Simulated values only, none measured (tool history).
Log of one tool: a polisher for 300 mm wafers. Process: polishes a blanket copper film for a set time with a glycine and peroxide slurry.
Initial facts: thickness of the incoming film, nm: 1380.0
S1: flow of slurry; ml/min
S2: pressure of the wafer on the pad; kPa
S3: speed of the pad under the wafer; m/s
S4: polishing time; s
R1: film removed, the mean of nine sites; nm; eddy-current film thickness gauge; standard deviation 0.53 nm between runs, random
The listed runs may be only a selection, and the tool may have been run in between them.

run	hour	S1	S2	S3	S4	R1
1	0	205	13.8	0.88	35	138.98
2	6.6	205	13.8	0.88	35	138.52
3	10.7	205	15.9	0.88	35	155.68
4	15.6	205	17.2	0.88	35	167.74
5	22.1	205	17.2	0.88	31	147.11
6	28.4	200	13.8	0.84	31	120.76
7	29.8	190	11.7	0.84	31	105.13

What does the tool deliver on the next run?
8	32	175	11	0.84	31	?

Run 8 gave R1 98.46 nm.

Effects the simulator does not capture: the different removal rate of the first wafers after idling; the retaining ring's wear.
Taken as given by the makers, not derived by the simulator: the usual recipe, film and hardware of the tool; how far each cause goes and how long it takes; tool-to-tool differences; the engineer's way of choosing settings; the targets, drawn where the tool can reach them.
